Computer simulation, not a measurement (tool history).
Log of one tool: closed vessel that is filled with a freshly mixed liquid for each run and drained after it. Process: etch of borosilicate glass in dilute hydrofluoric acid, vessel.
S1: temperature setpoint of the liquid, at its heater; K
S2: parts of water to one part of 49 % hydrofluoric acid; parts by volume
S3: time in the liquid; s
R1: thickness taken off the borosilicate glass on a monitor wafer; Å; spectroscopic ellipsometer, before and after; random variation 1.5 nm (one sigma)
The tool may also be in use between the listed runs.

run 1 day=0 | S1=296.15 S2=250 S3=660 | R1=710.03
run 2 day=0.092 | S1=296.15 S2=250 S3=660 | R1=714.08
run 3 day=0.217 | S1=296.15 S2=165 S3=660 | R1=1192.9
run 4 day=0.271 | S1=296.15 S2=165 S3=660 | R1=1181.1
run 5 day=0.367 | S1=298.15 S2=140 S3=660 | R1=1553.7
run 6 day=0.412 | S1=299.65 S2=130 S3=660 | R1=1784

The next listed run, before its measurement:
run 7 day=0.575 | S1=300.65 S2=120 S3=660 | R1=?

R1: 2046.9 Å
